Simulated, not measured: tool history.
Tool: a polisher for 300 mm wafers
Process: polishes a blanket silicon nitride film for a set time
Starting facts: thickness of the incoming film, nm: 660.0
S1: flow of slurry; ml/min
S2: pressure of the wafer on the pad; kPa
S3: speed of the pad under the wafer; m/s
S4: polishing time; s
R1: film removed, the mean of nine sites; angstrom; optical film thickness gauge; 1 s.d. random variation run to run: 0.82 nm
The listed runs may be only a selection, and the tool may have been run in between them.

run  hour   S1    S2    S3  S4       R1
  1   0.0  310  24.1  1.16  94  1633.90
  2   8.4  310  20.7  1.14  94  1388.30
  3  17.3  310  18.6  1.14  94  1262.50
  4  26.0  310  16.5  1.14  94  1124.90
  5  34.4  310  15.2  1.14  94  1028.80
  6  42.7  310  14.5  1.14  94   993.44
  7  47.9  310  11.7  1.14  94   795.61

Run 8 is up next; what results do you expect?
  8  56.4  310  12.4  1.14  94   ?

{"run 8": {"R1": 861.22}}
